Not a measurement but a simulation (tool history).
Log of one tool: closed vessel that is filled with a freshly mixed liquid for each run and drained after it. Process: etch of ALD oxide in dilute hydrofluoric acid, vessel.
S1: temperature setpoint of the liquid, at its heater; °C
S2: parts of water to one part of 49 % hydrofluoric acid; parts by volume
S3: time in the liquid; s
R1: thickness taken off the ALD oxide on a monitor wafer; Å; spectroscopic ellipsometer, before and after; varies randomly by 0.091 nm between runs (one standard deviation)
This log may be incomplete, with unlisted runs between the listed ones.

| run | hour | S1 | S2 | S3 | R1 |
|---|---|---|---|---|---|
| 1 | 0.0 | 20.0 | 40 | 90 | 222.60 |
| 2 | 1.7 | 20.0 | 40 | 90 | 222.30 |
| 3 | 4.0 | 20.0 | 40 | 90 | 222.16 |
| 4 | 7.7 | 20.0 | 40 | 95 | 233.86 |
| 5 | 16.5 | 21.0 | 40 | 95 | 244.41 |
| 6 | 17.5 | 22.0 | 40 | 95 | 254.51 |
|  | 23.7 | thermometer replaced |
| 7 | 23.7 | 22.5 | 40 | 95 | 243.35 |

Run 8 is up next; what results do you expect?
| 8 | 27.2 | 23.0 | 35 | 95 | ? |

R1: 287.06 Å
